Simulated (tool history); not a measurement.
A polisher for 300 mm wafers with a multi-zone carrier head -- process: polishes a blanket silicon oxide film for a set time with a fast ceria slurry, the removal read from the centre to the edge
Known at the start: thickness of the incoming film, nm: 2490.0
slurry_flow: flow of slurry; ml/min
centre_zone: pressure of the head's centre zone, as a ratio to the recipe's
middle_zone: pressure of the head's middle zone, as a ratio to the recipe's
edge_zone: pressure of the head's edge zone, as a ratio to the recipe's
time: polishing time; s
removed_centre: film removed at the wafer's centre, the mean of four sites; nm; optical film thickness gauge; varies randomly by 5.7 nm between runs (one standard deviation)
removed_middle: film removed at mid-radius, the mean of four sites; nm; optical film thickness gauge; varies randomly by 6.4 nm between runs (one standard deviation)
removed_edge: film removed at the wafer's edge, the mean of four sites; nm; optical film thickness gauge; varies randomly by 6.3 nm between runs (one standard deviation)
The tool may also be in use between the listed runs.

| run | day | slurry_flow | centre_zone | middle_zone | edge_zone | time | removed_centre | removed_middle | removed_edge |
|---|---|---|---|---|---|---|---|---|---|
| 1 | 0.000 | 250 | 1.00 | 1.00 | 1.00 | 58 | 709.07 | 700.75 | 684.73 |
| 2 | 0.362 | 315 | 1.00 | 1.00 | 1.00 | 58 | 720.78 | 702.78 | 715.04 |
| 3 | 0.733 | 315 | 1.00 | 1.00 | 1.00 | 44 | 548.90 | 538.28 | 543.96 |
| 4 | 0.871 | 315 | 1.05 | 1.00 | 1.00 | 44 | 588.06 | 547.51 | 557.94 |
| 5 | 1.004 | 315 | 1.05 | 1.00 | 1.00 | 56 | 750.75 | 689.57 | 691.45 |
| 6 | 1.225 | 315 | 1.05 | 1.00 | 1.00 | 44 | 597.43 | 546.34 | 545.62 |
| 7 | 1.267 | 305 | 1.01 | 1.00 | 0.97 | 42 | 540.27 | 520.32 | 505.10 |
| 8 | 1.333 | 300 | 0.97 | 0.99 | 0.95 | 41 | 498.19 | 503.06 | 476.17 |
| 9 | 1.604 | 300 | 0.94 | 0.98 | 0.94 | 41 | 482.47 | 495.86 | 495.53 |
| 10 | 1.829 | 290 | 0.92 | 0.98 | 0.92 | 40 | 457.24 | 483.11 | 478.31 |
| 11 | 1.879 | 285 | 0.91 | 0.98 | 0.90 | 39 | 437.54 | 481.71 | 449.67 |

Run 12 has not been measured yet. What should we expect?
| 12 | 2.125 | 285 | 0.90 | 0.97 | 0.89 | 39 | ? | ? | ? |

removed_centre: 436.63 nm
removed_middle: 466.51 nm
removed_edge: 450.37 nm
